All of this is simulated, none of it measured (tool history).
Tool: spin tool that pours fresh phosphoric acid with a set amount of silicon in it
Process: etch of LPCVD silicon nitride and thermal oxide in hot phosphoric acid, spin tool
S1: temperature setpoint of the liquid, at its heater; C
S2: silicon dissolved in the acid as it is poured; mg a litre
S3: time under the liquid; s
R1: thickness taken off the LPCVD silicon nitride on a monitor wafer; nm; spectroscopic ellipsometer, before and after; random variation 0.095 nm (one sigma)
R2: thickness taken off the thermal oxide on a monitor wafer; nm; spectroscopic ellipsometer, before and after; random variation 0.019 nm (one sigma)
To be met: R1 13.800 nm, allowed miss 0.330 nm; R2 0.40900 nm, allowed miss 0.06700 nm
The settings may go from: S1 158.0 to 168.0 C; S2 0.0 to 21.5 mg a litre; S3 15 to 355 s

run,hour,S1,S2,S3,R1,R2
1,0.0,163.0,9.5,180,16.555,0.48958
2,1.5,163.0,9.5,140,12.824,0.37531
3,6.6,163.0,13.0,140,12.842,0.36055
4,12.2,164.0,13.0,140,13.465,0.36352
5,16.5,164.0,9.5,140,13.343,0.43199
6,21.8,164.0,6.5,140,13.342,0.43275
7,23.4,164.0,7.0,140,13.373,0.40843
8,30.8,164.0,7.5,140,13.413,0.40057
9,37.5,164.0,7.5,140,13.279,0.47179
10,42.3,164.0,8.0,140,13.331,0.42386
11,48.1,164.0,8.5,140,13.288,0.39750

Which of these 5 next moves meets every target?
A,53.9,166.0,16.5,145,?,?
B,53.9,164.0,10.5,135,?,?
C,53.9,163.0,11.5,160,?,?
D,53.9,162.0,7.0,155,?,?
E,53.9,164.5,13.5,150,?,?

move,R1,R2
A,14.898,0.43172
B,12.990,0.40195
C,14.895,0.43293
D,13.958,0.43010
E,14.672,0.43191
A: takes the result that was furthest off past its target
B: further off than the last run
C: takes the result that was furthest off past its target
D: meets every target
E: takes the result that was furthest off past its target
The right move is D.
